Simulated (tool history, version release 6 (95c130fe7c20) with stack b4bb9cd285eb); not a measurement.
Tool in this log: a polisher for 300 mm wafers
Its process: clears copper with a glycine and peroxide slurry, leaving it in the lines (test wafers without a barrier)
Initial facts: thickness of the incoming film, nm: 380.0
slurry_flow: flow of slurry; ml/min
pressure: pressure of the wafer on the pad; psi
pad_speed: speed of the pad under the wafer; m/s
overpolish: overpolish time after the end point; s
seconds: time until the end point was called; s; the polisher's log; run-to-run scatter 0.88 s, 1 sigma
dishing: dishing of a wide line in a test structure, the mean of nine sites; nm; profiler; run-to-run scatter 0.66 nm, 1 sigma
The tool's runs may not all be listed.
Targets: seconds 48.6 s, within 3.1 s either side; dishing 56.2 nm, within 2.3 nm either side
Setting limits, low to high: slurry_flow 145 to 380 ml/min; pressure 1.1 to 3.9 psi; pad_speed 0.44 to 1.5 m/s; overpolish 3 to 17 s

run,hour,slurry_flow,pressure,pad_speed,overpolish,seconds,dishing
1,0,245,2.5,0.96,9,73.274,29.286
2,1.2,245,2.7,1,10,69.685,34.092
3,7.2,245,2.9,1.04,10,62.864,35.923
4,9.3,295,2.9,1.04,10,60.677,36.673
5,15.5,295,2.9,1.04,8,62.909,31.656
6,22.4,295,2.7,1.04,8,65.84,29.977
7,24.3,295,2.8,1.1,9,61.381,34.479
8,28.9,295,2.9,1.14,10,56.729,39.318
9,29.5,295,2.9,1.14,10,56.145,38.893
10,37.1,295,3,1.14,11,55.301,42.505

Next run, 5 choices. One meets every target within its allowed miss, the rest don't. Which?
A,44.7,335,3,1.3,15,?,?
B,44.7,320,3.8,1.3,12,?,?
C,44.7,360,3.4,1.36,13,?,?
D,44.7,260,2.9,0.92,9,?,?
E,44.7,265,2.9,0.98,10,?,?

move,seconds,dishing
A,47.767,56.893
B,39.675,56.5
C,41.087,57.467
D,68.446,31.809
E,64.753,35.964
A: each result inside its tolerance
B: the furthest-off result lands on target, but another misses its tolerance
C: the furthest-off result lands on target, but another misses its tolerance
D: misses by more than the last run did
E: misses by more than the last run did
Move A is the one to make.
